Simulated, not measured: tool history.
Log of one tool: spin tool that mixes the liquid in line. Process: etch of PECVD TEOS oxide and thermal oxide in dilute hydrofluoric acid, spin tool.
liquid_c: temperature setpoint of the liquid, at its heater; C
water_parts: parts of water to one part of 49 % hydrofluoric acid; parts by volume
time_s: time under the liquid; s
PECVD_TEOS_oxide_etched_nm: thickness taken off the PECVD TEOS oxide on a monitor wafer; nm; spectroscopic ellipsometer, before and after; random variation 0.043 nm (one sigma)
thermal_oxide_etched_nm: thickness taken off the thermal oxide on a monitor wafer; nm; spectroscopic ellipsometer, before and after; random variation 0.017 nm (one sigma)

{"run": 1, "hour": 0.0, "liquid_c": 24, "water_parts": 140, "time_s": 35, "PECVD_TEOS_oxide_etched_nm": 6.9838, "thermal_oxide_etched_nm": 0.95823}
{"run": 2, "hour": 9.0, "liquid_c": 27, "water_parts": 140, "time_s": 35, "PECVD_TEOS_oxide_etched_nm": 7.6713, "thermal_oxide_etched_nm": 1.1158}
{"run": 3, "hour": 10.6, "liquid_c": 27, "water_parts": 140, "time_s": 40, "PECVD_TEOS_oxide_etched_nm": 8.874, "thermal_oxide_etched_nm": 1.2124}
{"run": 4, "hour": 13.5, "liquid_c": 30, "water_parts": 140, "time_s": 40, "PECVD_TEOS_oxide_etched_nm": 9.8514, "thermal_oxide_etched_nm": 1.4476}
{"run": 5, "hour": 19.1, "liquid_c": 30, "water_parts": 140, "time_s": 50, "PECVD_TEOS_oxide_etched_nm": 12.53, "thermal_oxide_etched_nm": 1.8049}
{"run": 6, "hour": 27.6, "liquid_c": 30, "water_parts": 105, "time_s": 50, "PECVD_TEOS_oxide_etched_nm": 17.024, "thermal_oxide_etched_nm": 2.4813}
{"run": 7, "hour": 36.2, "liquid_c": 30, "water_parts": 105, "time_s": 50, "PECVD_TEOS_oxide_etched_nm": 17.253, "thermal_oxide_etched_nm": 2.4958}
{"run": 8, "hour": 40.4, "liquid_c": 28, "water_parts": 145, "time_s": 50, "PECVD_TEOS_oxide_etched_nm": 11.024, "thermal_oxide_etched_nm": 1.5746}
{"run": 9, "hour": 41.6, "liquid_c": 24, "water_parts": 200, "time_s": 50, "PECVD_TEOS_oxide_etched_nm": 6.353, "thermal_oxide_etched_nm": 0.91758}
{"run": 10, "hour": 47.0, "liquid_c": 22, "water_parts": 205, "time_s": 50, "PECVD_TEOS_oxide_etched_nm": 5.837, "thermal_oxide_etched_nm": 0.83344}
{"run": 11, "hour": 54.9, "liquid_c": 21, "water_parts": 210, "time_s": 50, "PECVD_TEOS_oxide_etched_nm": 5.3727, "thermal_oxide_etched_nm": 0.75437}

The next listed run, before its measurement:
{"run": 12, "hour": 56.3, "liquid_c": 20.5, "water_parts": 215, "time_s": 50, "PECVD_TEOS_oxide_etched_nm": "?", "thermal_oxide_etched_nm": "?"}

PECVD_TEOS_oxide_etched_nm: 5.2375 nm
thermal_oxide_etched_nm: 0.70862 nm
